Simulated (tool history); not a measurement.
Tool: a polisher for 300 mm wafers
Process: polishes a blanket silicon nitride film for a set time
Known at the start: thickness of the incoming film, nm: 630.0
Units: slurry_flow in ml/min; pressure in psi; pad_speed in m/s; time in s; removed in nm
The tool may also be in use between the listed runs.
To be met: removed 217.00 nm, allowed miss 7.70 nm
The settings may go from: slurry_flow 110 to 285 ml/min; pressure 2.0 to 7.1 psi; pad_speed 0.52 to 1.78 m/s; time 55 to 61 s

run 1 hour=0.0 | slurry_flow=180 pressure=4.5 pad_speed=1.14 time=61 | removed=150.17
run 2 hour=7.5 | slurry_flow=205 pressure=4.5 pad_speed=1.14 time=61 | removed=153.68
run 3 hour=11.4 | slurry_flow=205 pressure=4.5 pad_speed=1.14 time=55 | removed=137.84
run 4 hour=15.3 | slurry_flow=205 pressure=4.5 pad_speed=1.14 time=55 | removed=135.88
run 5 hour=23.7 | slurry_flow=205 pressure=4.9 pad_speed=1.14 time=55 | removed=144.81
run 6 hour=31.8 | slurry_flow=205 pressure=4.9 pad_speed=1.14 time=61 | removed=163.62
-- hour=35.9 slurry nozzle cleaned
run 7 hour=35.9 | slurry_flow=205 pressure=5.2 pad_speed=1.14 time=61 | removed=172.35
run 8 hour=44.1 | slurry_flow=205 pressure=5.4 pad_speed=1.14 time=61 | removed=179.05
run 9 hour=45.8 | slurry_flow=205 pressure=5.6 pad_speed=1.14 time=61 | removed=182.62

Which of these 5 next moves meets every target?
run A hour=47.5 | slurry_flow=220 pressure=6.0 pad_speed=1.40 time=60 | removed=?
run B hour=47.5 | slurry_flow=200 pressure=5.9 pad_speed=1.22 time=61 | removed=?
run C hour=47.5 | slurry_flow=215 pressure=6.8 pad_speed=1.38 time=61 | removed=?
run D hour=47.5 | slurry_flow=195 pressure=5.8 pad_speed=1.12 time=57 | removed=?
run E hour=47.5 | slurry_flow=185 pressure=6.1 pad_speed=1.28 time=60 | removed=?

move=A removed=214.14
move=B removed=197.17
move=C removed=236.12
move=D removed=173.33
move=E removed=202.10
A: meets every target
B: nearer than the last run, and not there yet
C: takes the result that was furthest off past its target
D: further off than the last run
E: nearer than the last run, and not there yet
Answer: A
